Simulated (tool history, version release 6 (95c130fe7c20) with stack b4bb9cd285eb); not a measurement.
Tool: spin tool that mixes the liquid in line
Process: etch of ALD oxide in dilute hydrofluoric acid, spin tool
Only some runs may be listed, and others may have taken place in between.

run	hour	temperature setpoint of the liquid (°C)	parts of water to one part of 49 % hydrofluoric acid (parts by volume)	time under the liquid (s)	thickness taken off the ALD oxide on a monitor wafer (nm)
1	0.0	23.0	235	315	11.350
2	7.9	23.0	155	315	18.831
3	14.3	22.0	170	315	16.219
4	18.4	25.5	170	315	18.653
5	27.3	25.5	205	315	14.854
6	28.9	25.5	205	335	15.718
7	33.3	24.5	215	335	14.323
8	40.0	23.5	225	335	13.086

Run 9 is up next; what results do you expect?
9	48.6	22.5	230	335	?

thickness taken off the ALD oxide on a monitor wafer (nm): 12.193
